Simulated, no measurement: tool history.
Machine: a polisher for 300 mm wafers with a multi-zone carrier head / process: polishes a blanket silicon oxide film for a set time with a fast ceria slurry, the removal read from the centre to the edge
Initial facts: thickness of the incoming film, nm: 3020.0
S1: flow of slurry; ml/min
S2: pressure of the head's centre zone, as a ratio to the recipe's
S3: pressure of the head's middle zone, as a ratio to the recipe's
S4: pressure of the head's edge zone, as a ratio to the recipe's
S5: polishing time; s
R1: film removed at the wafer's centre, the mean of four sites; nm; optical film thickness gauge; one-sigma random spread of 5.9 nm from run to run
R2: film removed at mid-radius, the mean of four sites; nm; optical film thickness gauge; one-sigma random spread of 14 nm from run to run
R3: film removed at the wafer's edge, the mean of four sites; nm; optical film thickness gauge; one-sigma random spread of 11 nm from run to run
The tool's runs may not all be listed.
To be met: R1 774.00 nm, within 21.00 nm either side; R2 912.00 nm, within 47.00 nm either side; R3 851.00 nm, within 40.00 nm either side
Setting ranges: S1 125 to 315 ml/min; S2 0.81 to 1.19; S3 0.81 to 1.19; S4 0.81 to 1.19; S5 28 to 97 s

run,hour,S1,S2,S3,S4,S5,R1,R2,R3
1,0.0,205,1.00,1.00,1.00,62,1163.00,1112.30,1140.20
2,5.6,205,1.05,1.00,1.00,62,1227.20,1125.20,1134.70
3,9.2,205,1.05,1.00,1.06,62,1211.40,1086.10,1168.00
4,11.0,205,1.05,1.00,1.10,62,1214.70,1136.90,1176.80
5,15.7,205,1.03,1.01,1.09,60,1151.50,1079.20,1147.00
6,24.0,200,1.01,1.02,1.07,58,1102.40,1048.00,1105.30
7,26.2,200,0.99,1.04,1.05,56,1052.70,1045.10,1064.70
8,32.8,200,0.97,1.05,1.04,55,995.77,1022.50,1046.70
9,41.2,200,0.96,1.06,1.02,54,984.76,1020.00,1005.10
10,47.7,200,0.95,1.06,1.01,53,972.20,971.15,979.74
11,52.2,195,0.93,1.07,1.00,52,926.55,970.99,935.77
12,59.7,190,0.92,1.07,1.00,52,917.79,986.55,944.63
13,62.4,185,0.91,1.07,1.00,52,897.82,1007.10,951.78
14,70.6,170,0.84,1.01,0.90,47,762.21,844.26,815.50
15,72.4,170,0.84,1.02,0.90,47,744.98,851.61,833.12
16,77.8,170,0.84,1.03,0.90,47,761.31,852.30,805.05
17,85.4,170,0.84,1.03,0.91,47,738.22,847.62,811.47
18,92.3,205,0.85,1.07,0.94,48,804.00,930.78,857.75

Below are 5 possible settings for the next run. Only one of them brings all results inside the allowed miss of their targets. Which is it?
A,99.2,230,0.85,1.05,0.88,48,?,?,?
B,99.2,175,0.83,1.08,0.91,48,?,?,?
C,99.2,200,0.98,1.19,0.81,44,?,?,?
D,99.2,170,0.89,1.18,0.86,50,?,?,?
E,99.2,190,0.93,1.02,0.93,50,?,?,?

move,R1,R2,R3
A,813.61,914.75,863.96
B,765.97,901.01,850.03
C,810.95,915.86,755.01
D,834.90,1007.80,861.77
E,878.19,905.22,902.46
A: lands further from the targets than the last run did
B: every result lands within tolerance
C: lands further from the targets than the last run did
D: lands further from the targets than the last run did
E: lands further from the targets than the last run did
Correct choice: B, which meets every target
